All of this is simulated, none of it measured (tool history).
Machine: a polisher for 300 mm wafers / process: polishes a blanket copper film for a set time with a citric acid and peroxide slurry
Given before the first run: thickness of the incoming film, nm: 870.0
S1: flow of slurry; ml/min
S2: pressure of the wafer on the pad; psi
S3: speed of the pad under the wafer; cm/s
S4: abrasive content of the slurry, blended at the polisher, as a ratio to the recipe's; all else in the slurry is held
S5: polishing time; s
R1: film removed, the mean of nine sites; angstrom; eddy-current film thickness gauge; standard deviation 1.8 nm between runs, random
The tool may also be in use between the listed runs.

| run | hour | S1 | S2 | S3 | S4 | S5 | R1 |
|---|---|---|---|---|---|---|---|
| 1 | 0 | 310 | 2.3 | 98 | 1 | 78 | 1135 |
| 2 | 2.3 | 310 | 2.6 | 98 | 1 | 78 | 1249.8 |
| 3 | 10.1 | 310 | 2.7 | 98 | 1 | 78 | 1270.8 |
| 4 | 13.6 | 310 | 2.7 | 98 | 1 | 78 | 1314 |
| 5 | 19.9 | 310 | 2.8 | 98 | 1 | 78 | 1297.9 |
| 6 | 28.2 | 230 | 2.8 | 98 | 1 | 78 | 1277.7 |
| 7 | 31.4 | 235 | 2.9 | 98 | 1 | 78 | 1308.5 |
| 8 | 35.5 | 245 | 3 | 98 | 1 | 78 | 1351.2 |
| 9 | 37.3 | 250 | 3.1 | 98 | 1 | 78 | 1377.6 |

Run 10 has not been measured yet. What should we expect?
| 10 | 45.1 | 250 | 3.2 | 98 | 1 | 78 | ? |

{"run 10": {"R1": 1409.1}}
